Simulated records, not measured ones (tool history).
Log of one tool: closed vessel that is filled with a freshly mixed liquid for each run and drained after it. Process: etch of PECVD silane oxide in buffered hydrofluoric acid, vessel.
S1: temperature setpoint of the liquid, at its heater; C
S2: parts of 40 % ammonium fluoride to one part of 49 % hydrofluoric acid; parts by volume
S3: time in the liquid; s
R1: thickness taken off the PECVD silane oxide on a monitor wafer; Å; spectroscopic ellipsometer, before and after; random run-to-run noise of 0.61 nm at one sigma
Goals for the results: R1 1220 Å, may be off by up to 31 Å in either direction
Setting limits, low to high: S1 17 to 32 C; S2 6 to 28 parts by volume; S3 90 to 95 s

Run 1, day 0: S1 24 C, S2 17 parts by volume, S3 90 s. Result: R1 1900 Å.
Run 2, day 0.3: S1 24 C, S2 14.5 parts by volume, S3 90 s. Result: R1 2251.2 Å.
Run 3, day 0.621: S1 26.5 C, S2 14.5 parts by volume, S3 90 s. Result: R1 2589.3 Å.
Run 4, day 0.742: S1 24 C, S2 15.5 parts by volume, S3 90 s. Result: R1 2116.7 Å.
Run 5, day 0.892: S1 26.5 C, S2 15.5 parts by volume, S3 90 s. Result: R1 2412.7 Å.
Run 6, day 1.138: S1 24.5 C, S2 16 parts by volume, S3 90 s. Result: R1 2097.2 Å.
Run 7, day 1.446: S1 22.5 C, S2 16.5 parts by volume, S3 90 s. Result: R1 1824.4 Å.
Run 8, day 1.492: S1 21 C, S2 17 parts by volume, S3 90 s. Result: R1 1624.7 Å.
Run 9, day 1.646: S1 20 C, S2 17.5 parts by volume, S3 90 s. Result: R1 1483.9 Å.
Run 10, day 1.979: S1 20 C, S2 17.5 parts by volume, S3 90 s. Result: R1 1500.2 Å.
Run 11, day 2.221: S1 19.5 C, S2 17.5 parts by volume, S3 90 s. Result: R1 1460 Å.
Run 12, day 2.279: S1 19 C, S2 17.5 parts by volume, S3 90 s. Result: R1 1404.7 Å.
Run 13, day 2.542: S1 18.5 C, S2 17.5 parts by volume, S3 90 s. Result: R1 1384.2 Å.
Run 14, day 2.738: S1 18.5 C, S2 17.5 parts by volume, S3 90 s. Result: R1 1382.2 Å.
Run 15, day 3.1: S1 18 C, S2 17.5 parts by volume, S3 90 s. Result: R1 1342.4 Å.
Run 16, day 3.475: S1 17.5 C, S2 18 parts by volume, S3 90 s. Result: R1 1270.4 Å.

Pick the move, out of 4, that brings all results within their allowed miss; only one does.
Run A, day 3.85: S1 17 C, S2 18 parts by volume, S3 95 s. Result: R1 ?.
Run B, day 3.85: S1 17.5 C, S2 21 parts by volume, S3 95 s. Result: R1 ?.
Run C, day 3.85: S1 17 C, S2 17.5 parts by volume, S3 95 s. Result: R1 ?.
Run D, day 3.85: S1 20 C, S2 22 parts by volume, S3 90 s. Result: R1 ?.

move      R1
   A  1291.1
   B  1157.4
   C  1327.5
   D  1223.4
A: lands further from the targets than the last run did
B: pushes the last run's worst result past its target
C: lands further from the targets than the last run did
D: each result inside its tolerance
D meets every target.
